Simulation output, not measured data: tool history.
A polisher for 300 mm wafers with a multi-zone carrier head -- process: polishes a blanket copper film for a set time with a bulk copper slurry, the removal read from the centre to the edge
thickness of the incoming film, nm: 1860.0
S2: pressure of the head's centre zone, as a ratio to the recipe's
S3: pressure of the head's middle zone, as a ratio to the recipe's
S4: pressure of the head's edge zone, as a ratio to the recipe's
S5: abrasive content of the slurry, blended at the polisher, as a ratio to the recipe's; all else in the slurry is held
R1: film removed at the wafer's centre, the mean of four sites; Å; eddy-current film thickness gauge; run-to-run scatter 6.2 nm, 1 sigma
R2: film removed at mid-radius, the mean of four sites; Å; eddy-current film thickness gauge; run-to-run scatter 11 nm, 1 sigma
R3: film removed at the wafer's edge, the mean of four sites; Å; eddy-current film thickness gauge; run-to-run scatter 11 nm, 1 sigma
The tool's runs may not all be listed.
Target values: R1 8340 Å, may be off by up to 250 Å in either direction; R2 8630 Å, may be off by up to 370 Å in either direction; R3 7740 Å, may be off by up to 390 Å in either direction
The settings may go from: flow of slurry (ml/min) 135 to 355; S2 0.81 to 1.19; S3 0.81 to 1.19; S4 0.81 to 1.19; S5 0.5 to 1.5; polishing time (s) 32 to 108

{"run": 1, "day": 0.0, "flow of slurry (ml/min)": 225, "S2": 1, "S3": 1, "S4": 1, "S5": 1, "polishing time (s)": 70, "R1": 5133.3, "R2": 5348.9, "R3": 5221.7}
{"run": 2, "day": 0.267, "flow of slurry (ml/min)": 230, "S2": 1.02, "S3": 1.02, "S4": 1.01, "S5": 1.05, "polishing time (s)": 72, "R1": 5391.8, "R2": 5602.4, "R3": 5514.8}
{"run": 3, "day": 0.333, "flow of slurry (ml/min)": 235, "S2": 1.04, "S3": 1.04, "S4": 1, "S5": 1.1, "polishing time (s)": 74, "R1": 5831.5, "R2": 5846.6, "R3": 5706}
{"run": 4, "day": 0.483, "flow of slurry (ml/min)": 265, "S2": 1.04, "S3": 1.04, "S4": 1, "S5": 1.1, "polishing time (s)": 74, "R1": 5850.1, "R2": 6049.8, "R3": 5814.6}
{"run": 5, "day": 0.533, "flow of slurry (ml/min)": 265, "S2": 1.04, "S3": 1.04, "S4": 1.06, "S5": 1.1, "polishing time (s)": 74, "R1": 5934.4, "R2": 5807.8, "R3": 6121.4}
{"run": 6, "day": 0.808, "flow of slurry (ml/min)": 270, "S2": 1.05, "S3": 1.06, "S4": 1.05, "S5": 1.15, "polishing time (s)": 76, "R1": 6145, "R2": 6421.1, "R3": 6008.6}
{"run": 7, "day": 0.833, "flow of slurry (ml/min)": 275, "S2": 1.06, "S3": 1.06, "S4": 1.06, "S5": 1.2, "polishing time (s)": 78, "R1": 6474.9, "R2": 6539.7, "R3": 6304.1}
{"run": 8, "day": 1.138, "flow of slurry (ml/min)": 280, "S2": 1.07, "S3": 1.07, "S4": 1.07, "S5": 1.25, "polishing time (s)": 80, "R1": 6823.3, "R2": 6829.8, "R3": 6614.4}
{"run": 9, "day": 1.362, "flow of slurry (ml/min)": 285, "S2": 1.07, "S3": 1.08, "S4": 1.08, "S5": 1.3, "polishing time (s)": 81, "R1": 6974.4, "R2": 6900.5, "R3": 6769}
{"run": 10, "day": 1.725, "flow of slurry (ml/min)": 290, "S2": 1.07, "S3": 1.09, "S4": 1.08, "S5": 1.3, "polishing time (s)": 82, "R1": 7110.1, "R2": 7284.8, "R3": 6814.5}
{"run": 11, "day": 2.012, "flow of slurry (ml/min)": 300, "S2": 1.13, "S3": 1.15, "S4": 1.16, "S5": 1.5, "polishing time (s)": 86, "R1": 8144.1, "R2": 8205, "R3": 7843.3}

4 next moves are on the table. One of them brings every result within its allowed miss. Which?
{"run": "A", "day": 2.3, "flow of slurry (ml/min)": 320, "S2": 1.12, "S3": 1.06, "S4": 1.17, "S5": 1.5, "polishing time (s)": 87, "R1": "?", "R2": "?", "R3": "?"}
{"run": "B", "day": 2.3, "flow of slurry (ml/min)": 295, "S2": 1.19, "S3": 1.07, "S4": 1.15, "S5": 1.5, "polishing time (s)": 86, "R1": "?", "R2": "?", "R3": "?"}
{"run": "C", "day": 2.3, "flow of slurry (ml/min)": 310, "S2": 1.19, "S3": 1.13, "S4": 1.11, "S5": 1.3, "polishing time (s)": 87, "R1": "?", "R2": "?", "R3": "?"}
{"run": "D", "day": 2.3, "flow of slurry (ml/min)": 290, "S2": 1.13, "S3": 1.18, "S4": 1.11, "S5": 1.45, "polishing time (s)": 89, "R1": "?", "R2": "?", "R3": "?"}

move=A R1=8231 R2=7838.8 R3=7729.9
move=B R1=8545.6 R2=7724.7 R3=7511.5
move=C R1=8446.6 R2=7991.2 R3=7264
move=D R1=8317.2 R2=8613.7 R3=7552.9
A: the biggest miss grows against the last run
B: the biggest miss grows against the last run
C: the biggest miss grows against the last run
D: all results land within tolerance of their targets
Go with D: it meets all targets.

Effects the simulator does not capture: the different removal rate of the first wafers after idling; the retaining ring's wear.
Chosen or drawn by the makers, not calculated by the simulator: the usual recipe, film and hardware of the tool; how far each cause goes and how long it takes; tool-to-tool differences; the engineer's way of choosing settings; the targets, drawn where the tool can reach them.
